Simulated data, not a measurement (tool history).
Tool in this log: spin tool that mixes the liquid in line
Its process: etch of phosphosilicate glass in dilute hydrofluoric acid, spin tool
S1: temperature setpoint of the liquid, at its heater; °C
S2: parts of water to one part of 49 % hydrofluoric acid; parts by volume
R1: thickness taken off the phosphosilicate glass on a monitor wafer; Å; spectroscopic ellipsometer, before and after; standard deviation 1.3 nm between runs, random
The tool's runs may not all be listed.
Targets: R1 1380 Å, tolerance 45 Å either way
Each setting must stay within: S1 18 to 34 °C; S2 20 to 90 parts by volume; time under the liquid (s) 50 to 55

Run 1, hour 0: S1 26 °C, S2 50 parts by volume, time under the liquid (s) 50. Result: R1 1023.7 Å.
Run 2, hour 6.2: S1 23 °C, S2 50 parts by volume, time under the liquid (s) 50. Result: R1 887.58 Å.
Run 3, hour 12.7: S1 25 °C, S2 50 parts by volume, time under the liquid (s) 50. Result: R1 962.99 Å.
Run 4, hour 21.3: S1 26.5 °C, S2 50 parts by volume, time under the liquid (s) 50. Result: R1 1019.5 Å.
Run 5, hour 26.2: S1 25 °C, S2 50 parts by volume, time under the liquid (s) 50. Result: R1 964.43 Å.
Run 6, hour 31.7: S1 26.5 °C, S2 50 parts by volume, time under the liquid (s) 50. Result: R1 1014.8 Å.
Run 7, hour 38.3: S1 28 °C, S2 50 parts by volume, time under the liquid (s) 50. Result: R1 1092.2 Å.
Run 8, hour 44.9: S1 29 °C, S2 50 parts by volume, time under the liquid (s) 50. Result: R1 1117.6 Å.
Run 9, hour 53.8: S1 29 °C, S2 50 parts by volume, time under the liquid (s) 50. Result: R1 1122.7 Å.
Run 10, hour 59.6: S1 30 °C, S2 50 parts by volume, time under the liquid (s) 50. Result: R1 1170.6 Å.
Run 11, hour 62.7: S1 30.5 °C, S2 50 parts by volume, time under the liquid (s) 50. Result: R1 1196.7 Å.
Run 12, hour 66.3: S1 31 °C, S2 50 parts by volume, time under the liquid (s) 50. Result: R1 1233.5 Å.
Run 13, hour 68.2: S1 31.5 °C, S2 50 parts by volume, time under the liquid (s) 50. Result: R1 1246.6 Å.
Run 14, hour 72.9: S1 32 °C, S2 50 parts by volume, time under the liquid (s) 50. Result: R1 1252.6 Å.

Which of these 5 next moves meets every target?
Run A, hour 77.6: S1 34 °C, S2 55 parts by volume, time under the liquid (s) 55. Result: R1 ?.
Run B, hour 77.6: S1 32.5 °C, S2 45 parts by volume, time under the liquid (s) 50. Result: R1 ?.
Run C, hour 77.6: S1 29 °C, S2 55 parts by volume, time under the liquid (s) 55. Result: R1 ?.
Run D, hour 77.6: S1 32.5 °C, S2 55 parts by volume, time under the liquid (s) 50. Result: R1 ?.
Run E, hour 77.6: S1 30.5 °C, S2 45 parts by volume, time under the liquid (s) 55. Result: R1 ?.

move      R1
   A  1358.4
   B  1449.1
   C  1120.1
   D  1166.4
   E  1474.5
A: every result lands within tolerance
B: carries the result that was furthest off beyond its target, to the other side
C: misses by more than the last run did
D: misses by more than the last run did
E: carries the result that was furthest off beyond its target, to the other side
A is the move that brings every result within its allowed miss.
